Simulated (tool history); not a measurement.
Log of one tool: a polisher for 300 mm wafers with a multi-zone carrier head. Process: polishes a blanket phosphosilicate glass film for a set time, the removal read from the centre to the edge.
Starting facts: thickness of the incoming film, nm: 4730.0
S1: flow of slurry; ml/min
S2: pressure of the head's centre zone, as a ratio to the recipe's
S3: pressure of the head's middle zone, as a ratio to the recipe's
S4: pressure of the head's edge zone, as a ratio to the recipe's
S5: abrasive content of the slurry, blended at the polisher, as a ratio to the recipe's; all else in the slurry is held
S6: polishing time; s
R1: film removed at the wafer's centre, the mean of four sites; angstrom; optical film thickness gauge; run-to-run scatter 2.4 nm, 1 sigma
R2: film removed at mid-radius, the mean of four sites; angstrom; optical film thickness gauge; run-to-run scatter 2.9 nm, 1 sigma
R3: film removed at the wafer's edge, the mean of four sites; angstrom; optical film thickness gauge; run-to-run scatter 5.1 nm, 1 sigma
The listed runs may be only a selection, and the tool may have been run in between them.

{"run": 1, "hour": 0.0, "S1": 210, "S2": 1, "S3": 1, "S4": 1, "S5": 1, "S6": 75, "R1": 4441.2, "R2": 4354.2, "R3": 4625.8}
{"run": 2, "hour": 7.0, "S1": 210, "S2": 1, "S3": 0.97, "S4": 1, "S5": 1, "S6": 75, "R1": 4457, "R2": 4373.5, "R3": 4696.8}
{"run": 3, "hour": 11.1, "S1": 210, "S2": 1, "S3": 1.04, "S4": 1, "S5": 1, "S6": 75, "R1": 4441.3, "R2": 4581.7, "R3": 4551.8}
{"run": 4, "hour": 18.3, "S1": 210, "S2": 1, "S3": 1.04, "S4": 1, "S5": 1, "S6": 89, "R1": 5341.4, "R2": 5360.3, "R3": 5338.5}
{"run": 5, "hour": 19.0, "S1": 200, "S2": 0.95, "S3": 1.03, "S4": 0.99, "S5": 0.85, "S6": 85, "R1": 4530.2, "R2": 4885.4, "R3": 4769.2}
{"hour": 21.9, "done": "edge zone pressure recalibrated"}
{"run": 6, "hour": 21.9, "S1": 200, "S2": 1.02, "S3": 1.03, "S4": 0.99, "S5": 0.85, "S6": 85, "R1": 4847.6, "R2": 4817.1, "R3": 5101}
{"run": 7, "hour": 23.7, "S1": 190, "S2": 0.97, "S3": 1.01, "S4": 0.99, "S5": 0.75, "S6": 81, "R1": 4252.1, "R2": 4350.1, "R3": 4549.1}

What does the tool deliver on the next run?
{"run": 8, "hour": 30.9, "S1": 180, "S2": 0.93, "S3": 1.01, "S4": 1.02, "S5": 0.7, "S6": 77, "R1": "?", "R2": "?", "R3": "?"}

Logged for run 8: R1 3735.7 angstrom, R2 3986.4 angstrom, R3 4261.3 angstrom.
